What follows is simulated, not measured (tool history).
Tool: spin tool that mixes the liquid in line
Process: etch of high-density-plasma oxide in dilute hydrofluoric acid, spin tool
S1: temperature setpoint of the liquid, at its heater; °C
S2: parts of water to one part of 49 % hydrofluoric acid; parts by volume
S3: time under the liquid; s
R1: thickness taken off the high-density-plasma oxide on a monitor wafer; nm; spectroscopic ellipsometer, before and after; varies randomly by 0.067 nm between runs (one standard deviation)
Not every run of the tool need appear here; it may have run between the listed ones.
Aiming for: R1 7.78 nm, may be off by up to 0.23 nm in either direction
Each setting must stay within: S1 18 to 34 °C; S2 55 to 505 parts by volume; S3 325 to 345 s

Run 1, hour 0: S1 26 °C, S2 280 parts by volume, S3 325 s. Result: R1 4.7746 nm.
Run 2, hour 8.9: S1 28.5 °C, S2 260 parts by volume, S3 325 s. Result: R1 5.7179 nm.
Run 3, hour 9.7: S1 28.5 °C, S2 210 parts by volume, S3 325 s. Result: R1 7.4019 nm.
Run 4, hour 15.9: S1 28.5 °C, S2 165 parts by volume, S3 325 s. Result: R1 10.085 nm.
Run 5, hour 19.9: S1 31.5 °C, S2 165 parts by volume, S3 325 s. Result: R1 11.322 nm.
Run 6, hour 25.2: S1 28.5 °C, S2 165 parts by volume, S3 325 s. Result: R1 10.001 nm.
Run 7, hour 34.1: S1 24.5 °C, S2 170 parts by volume, S3 325 s. Result: R1 8.355 nm.
Run 8, hour 36.5: S1 24 °C, S2 170 parts by volume, S3 325 s. Result: R1 8.2082 nm.
At hour 41: thermometer replaced.
Run 9, hour 41: S1 23.5 °C, S2 170 parts by volume, S3 325 s. Result: R1 8.8325 nm.
Run 10, hour 44.6: S1 23.5 °C, S2 205 parts by volume, S3 325 s. Result: R1 7.0061 nm.
Run 11, hour 50.2: S1 24.5 °C, S2 205 parts by volume, S3 325 s. Result: R1 7.3479 nm.
Run 12, hour 50.9: S1 25 °C, S2 205 parts by volume, S3 325 s. Result: R1 7.4757 nm.

Below are 5 possible settings for the next run. Only one of them brings all results inside the allowed miss of their targets. Which is it?
Run A, hour 51.6: S1 24 °C, S2 210 parts by volume, S3 330 s. Result: R1 ?.
Run B, hour 51.6: S1 22 °C, S2 180 parts by volume, S3 325 s. Result: R1 ?.
Run C, hour 51.6: S1 19 °C, S2 170 parts by volume, S3 325 s. Result: R1 ?.
Run D, hour 51.6: S1 24 °C, S2 205 parts by volume, S3 335 s. Result: R1 ?.
Run E, hour 51.6: S1 26.5 °C, S2 220 parts by volume, S3 325 s. Result: R1 ?.

move      R1
   A  7.0317
   B  7.7373
   C  7.3629
   D  7.3515
   E  7.1562
A: misses by more than the last run did
B: hits every target within its allowed miss
C: misses by more than the last run did
D: misses by more than the last run did
E: misses by more than the last run did
So the answer is move B, the one that meets all the targets.
